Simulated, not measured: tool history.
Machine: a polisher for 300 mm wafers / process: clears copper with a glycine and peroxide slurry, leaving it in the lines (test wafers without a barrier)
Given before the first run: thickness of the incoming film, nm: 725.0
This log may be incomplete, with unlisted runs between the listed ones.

| run | hour | flow of slurry (ml/min) | pressure of the wafer on the pad (psi) | speed of the pad under the wafer (m/s) | overpolish time after the end point (s) | time until the end point was called (s) | dishing of a wide line in a test structure (Å) |
|---|---|---|---|---|---|---|---|
| 1 | 0 | 135 | 3.3 | 1.12 | 23 | 127.48 | 225.15 |
| 2 | 2.8 | 135 | 3.3 | 1.12 | 27 | 125.26 | 222.6 |
| 3 | 4.6 | 135 | 3.3 | 1.12 | 19 | 125.98 | 217.85 |
| 4 | 12.8 | 135 | 3.6 | 1.14 | 16 | 117.25 | 216.19 |
| 5 | 17.6 | 135 | 3 | 1.14 | 16 | 134.39 | 208.35 |
| 6 | 23.4 | 135 | 3 | 1.14 | 7 | 135.09 | 158.96 |
| 7 | 28.7 | 135 | 3.4 | 1.14 | 8 | 118.98 | 179.96 |
| 8 | 37.1 | 135 | 3.7 | 1.14 | 8 | 112.55 | 185.57 |
| 9 | 43.3 | 135 | 3.9 | 1.14 | 8 | 107.29 | 188.14 |
| 10 | 51.8 | 135 | 4.1 | 1.14 | 8 | 102.87 | 188.66 |
| 11 | 53.6 | 135 | 4.3 | 1.14 | 9 | 97.132 | 198.71 |
| 12 | 55.6 | 135 | 4.4 | 1.14 | 9 | 96.29 | 199.98 |

Forecast run 13:
| 13 | 62.2 | 145 | 4.9 | 1.1 | 20 | ? | ? |

Run 13 came out at time until the end point was called (s) 87.551, dishing of a wide line in a test structure (Å) 226.2.

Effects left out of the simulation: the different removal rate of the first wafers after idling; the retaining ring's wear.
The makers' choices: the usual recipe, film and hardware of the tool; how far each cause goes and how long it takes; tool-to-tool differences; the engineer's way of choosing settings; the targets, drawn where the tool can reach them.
